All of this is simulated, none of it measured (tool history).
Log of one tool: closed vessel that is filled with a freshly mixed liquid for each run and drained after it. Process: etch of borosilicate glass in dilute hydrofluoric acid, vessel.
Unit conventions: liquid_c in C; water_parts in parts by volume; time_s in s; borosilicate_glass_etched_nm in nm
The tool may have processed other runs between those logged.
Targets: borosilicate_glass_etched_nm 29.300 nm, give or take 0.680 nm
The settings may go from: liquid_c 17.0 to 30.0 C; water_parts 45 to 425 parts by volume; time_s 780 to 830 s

run    day  liquid_c  water_parts  time_s  borosilicate_glass_etched_nm
  1  0.000      22.0          235     780                        53.966
  2  0.171      25.5          235     780                        61.596
  3  0.267      25.5          265     780                        52.723
  4  0.429      23.5          275     780                        46.749
  5  0.467      23.5          310     780                        40.291
  6  0.708      26.5          310     780                        44.346
  7  0.762      24.5          315     780                        40.635
  8  0.950      23.0          320     780                        37.748
  9  1.292      19.0          335     780                        31.182
 10  1.479      18.5          335     780                        30.517

Consider the 4 candidate settings below. Which is the only one whose results all fall within their allowed miss of target?
  A  1.667      17.0          330     785                             ?
  B  1.667      23.5          380     785                             ?
  C  1.667      19.5          330     780                             ?
  D  1.667      17.0          300     780                             ?

move  borosilicate_glass_etched_nm
   A                        29.503
   B                        30.888
   C                        32.136
   D                        33.055
A: all results in spec
B: further off than the last run
C: further off than the last run
D: further off than the last run
Move A is the one to make.

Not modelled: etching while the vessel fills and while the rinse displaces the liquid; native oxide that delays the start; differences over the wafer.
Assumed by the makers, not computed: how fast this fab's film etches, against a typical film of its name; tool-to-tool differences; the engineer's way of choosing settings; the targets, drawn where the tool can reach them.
